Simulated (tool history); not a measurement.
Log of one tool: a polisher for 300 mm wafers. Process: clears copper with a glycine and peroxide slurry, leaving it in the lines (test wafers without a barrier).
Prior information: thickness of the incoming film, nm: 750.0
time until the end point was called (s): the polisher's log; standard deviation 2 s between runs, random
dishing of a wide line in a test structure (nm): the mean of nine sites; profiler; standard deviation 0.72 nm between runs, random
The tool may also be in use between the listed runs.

| run | hour | flow of slurry (ml/min) | pressure of the wafer on the pad (kPa) | speed of the pad under the wafer (m/s) | overpolish time after the end point (s) | time until the end point was called (s) | dishing of a wide line in a test structure (nm) |
|---|---|---|---|---|---|---|---|
| 1 | 0 | 225 | 19.3 | 0.8 | 15 | 194.7 | 42.925 |
| 2 | 7.4 | 280 | 19.3 | 0.8 | 15 | 189.81 | 45.44 |
| 3 | 11.9 | 270 | 17.9 | 0.8 | 13 | 193.48 | 36.446 |
| 4 | 19 | 265 | 17.9 | 0.8 | 13 | 193.48 | 38.738 |
|  | 21.1 | worn pad replaced by a new one |
| 5 | 21.1 | 260 | 17.9 | 0.8 | 13 | 178.06 | 41.876 |
| 6 | 24.9 | 260 | 20 | 0.8 | 13 | 166.38 | 44.492 |
| 7 | 32.3 | 260 | 19.3 | 0.8 | 13 | 168.17 | 43.42 |

Run 8 is up next; what results do you expect?
| 8 | 35.4 | 260 | 18.6 | 0.8 | 13 | ? | ? |

time until the end point was called (s): 170.71
dishing of a wide line in a test structure (nm): 43.442

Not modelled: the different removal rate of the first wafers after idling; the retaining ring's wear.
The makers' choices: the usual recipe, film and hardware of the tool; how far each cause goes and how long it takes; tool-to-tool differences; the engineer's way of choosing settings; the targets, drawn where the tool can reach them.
